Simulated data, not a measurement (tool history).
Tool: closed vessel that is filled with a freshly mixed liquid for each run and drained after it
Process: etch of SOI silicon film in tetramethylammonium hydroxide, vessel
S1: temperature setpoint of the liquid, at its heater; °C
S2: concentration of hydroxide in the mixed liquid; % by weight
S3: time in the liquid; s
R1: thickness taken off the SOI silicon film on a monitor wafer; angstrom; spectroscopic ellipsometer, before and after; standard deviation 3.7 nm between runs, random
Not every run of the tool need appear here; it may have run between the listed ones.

{"run": 1, "hour": 0.0, "S1": 62, "S2": 10, "S3": 100, "R1": 4450.9}
{"run": 2, "hour": 1.7, "S1": 62, "S2": 8.5, "S3": 100, "R1": 4783.1}
{"run": 3, "hour": 5.6, "S1": 62, "S2": 7.5, "S3": 100, "R1": 4901.9}
{"run": 4, "hour": 12.1, "S1": 62, "S2": 7.5, "S3": 105, "R1": 5243.8}
{"run": 5, "hour": 16.8, "S1": 63, "S2": 7.5, "S3": 105, "R1": 5509.8}
{"run": 6, "hour": 22.6, "S1": 58, "S2": 7.5, "S3": 105, "R1": 4026.6}
{"run": 7, "hour": 27.7, "S1": 59.5, "S2": 7.5, "S3": 105, "R1": 4406.9}
{"run": 8, "hour": 34.4, "S1": 61, "S2": 7.5, "S3": 105, "R1": 4807.1}

Estimate the outcome of run 9 from the log above:
{"run": 9, "hour": 42.6, "S1": 62, "S2": 7.5, "S3": 105, "R1": "?"}

Run 9 yielded R1 5145.2 angstrom.
